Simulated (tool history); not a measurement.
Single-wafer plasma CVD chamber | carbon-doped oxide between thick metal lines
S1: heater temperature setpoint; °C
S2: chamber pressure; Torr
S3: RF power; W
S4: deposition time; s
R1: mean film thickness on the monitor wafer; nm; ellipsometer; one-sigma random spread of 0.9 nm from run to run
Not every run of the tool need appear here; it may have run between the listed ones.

run 1 hour=0.0 | S1=330 S2=5.49 S3=430 S4=80.2 | R1=390.54
run 2 hour=8.4 | S1=333 S2=5.17 S3=425 S4=80.2 | R1=377.08
run 3 hour=16.3 | S1=337 S2=5.17 S3=425 S4=80.2 | R1=374.08
run 4 hour=23.6 | S1=337 S2=5.17 S3=425 S4=80.2 | R1=371.38
run 5 hour=32.5 | S1=337 S2=5.17 S3=425 S4=82.7 | R1=383.41
run 6 hour=33.6 | S1=337 S2=5.93 S3=425 S4=82.7 | R1=389.82
run 7 hour=39.3 | S1=340 S2=5.73 S3=420 S4=82.7 | R1=380.61
run 8 hour=43.8 | S1=342 S2=5.53 S3=415 S4=82.7 | R1=374.22

Run 9 comes next. What will it give?
run 9 hour=50.7 | S1=344 S2=5.35 S3=410 S4=82.7 | R1=?

R1: 365.68 nm
